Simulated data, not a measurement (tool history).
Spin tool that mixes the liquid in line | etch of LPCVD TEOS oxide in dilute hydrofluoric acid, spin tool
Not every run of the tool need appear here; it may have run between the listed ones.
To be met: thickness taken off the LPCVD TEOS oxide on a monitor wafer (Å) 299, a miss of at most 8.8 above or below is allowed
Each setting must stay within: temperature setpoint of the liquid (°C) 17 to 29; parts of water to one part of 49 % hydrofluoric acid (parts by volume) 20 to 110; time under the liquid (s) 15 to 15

| run | hour | temperature setpoint of the liquid (°C) | parts of water to one part of 49 % hydrofluoric acid (parts by volume) | time under the liquid (s) | thickness taken off the LPCVD TEOS oxide on a monitor wafer (Å) |
|---|---|---|---|---|---|
| 1 | 0 | 21 | 60 | 15 | 137.93 |
| 2 | 8.5 | 19.5 | 60 | 15 | 129.14 |
| 3 | 15.8 | 17 | 60 | 15 | 116.37 |
| 4 | 24.6 | 20 | 60 | 15 | 132.45 |
| 5 | 32.5 | 20 | 45 | 15 | 180.15 |
| 6 | 40.8 | 22.5 | 45 | 15 | 198.87 |
| 7 | 47 | 24 | 45 | 15 | 212.65 |
| 8 | 54.9 | 28 | 35 | 15 | 325.22 |
| 9 | 60.9 | 27.5 | 35 | 15 | 320.93 |
| 10 | 69.3 | 27 | 35 | 15 | 314.8 |

Next run, 5 choices. One meets every target within its allowed miss, the rest don't. Which?
| A | 77.7 | 27.5 | 35 | 15 | ? |
| B | 77.7 | 26 | 35 | 15 | ? |
| C | 77.7 | 28.5 | 35 | 15 | ? |
| D | 77.7 | 28 | 35 | 15 | ? |
| E | 77.7 | 29 | 35 | 15 | ? |

| move | thickness taken off the LPCVD TEOS oxide on a monitor wafer (Å) |
|---|---|
| A | 321.75 |
| B | 302.65 |
| C | 335.02 |
| D | 328.33 |
| E | 341.83 |
A: its largest miss is bigger than the last run's
B: each result inside its tolerance
C: its largest miss is bigger than the last run's
D: its largest miss is bigger than the last run's
E: its largest miss is bigger than the last run's
Correct choice: B, which meets every target
